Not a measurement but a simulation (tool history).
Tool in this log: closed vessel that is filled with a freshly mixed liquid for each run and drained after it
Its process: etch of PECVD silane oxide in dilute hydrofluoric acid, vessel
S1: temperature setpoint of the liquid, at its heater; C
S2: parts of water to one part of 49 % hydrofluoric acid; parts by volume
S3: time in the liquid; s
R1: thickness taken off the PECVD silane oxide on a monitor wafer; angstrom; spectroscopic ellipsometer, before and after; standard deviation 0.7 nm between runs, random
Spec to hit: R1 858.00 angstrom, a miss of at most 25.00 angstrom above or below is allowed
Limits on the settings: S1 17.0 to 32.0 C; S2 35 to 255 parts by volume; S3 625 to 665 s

run  hour    S1   S2   S3       R1
  1   0.0  24.0  145  625   972.66
  2   7.9  22.0  145  625   903.53
  3  12.5  24.5  145  625   993.80
  4  19.5  24.0  145  625   980.49
  5  21.2  24.0  110  625  1346.00
  6  25.3  24.0  110  665  1420.40
  7  29.7  23.5  115  665  1320.50
  8  38.3  23.0  115  665  1334.80
  9  42.4  22.5  120  665  1228.50
 10  46.6  22.0  120  665  1192.30
 11  51.9  21.5  120  665  1185.30
 12  58.2  21.0  120  665  1154.00
 13  63.8  20.5  120  665  1137.60
 14  69.9  20.0  120  665  1105.00
 15  70.6  19.5  120  665  1089.20

5 candidate next runs follow, results not yet known. Just one meets every target within its allowed miss. Identify it.
  A  71.3  18.0  115  625   ?
  B  71.3  18.0  150  625   ?
  C  71.3  21.0  140  645   ?
  D  71.3  17.0  135  665   ?
  E  71.3  20.0   90  665   ?

move       R1
   A  1017.60
   B   752.87
   C   948.70
   D   867.12
   E  1544.20
A: an improvement on the last run, though not all results are within tolerance
B: takes the biggest miss from the last run beyond its target
C: an improvement on the last run, though not all results are within tolerance
D: in spec on every target
E: lands further from the targets than the last run did
The right move is D.
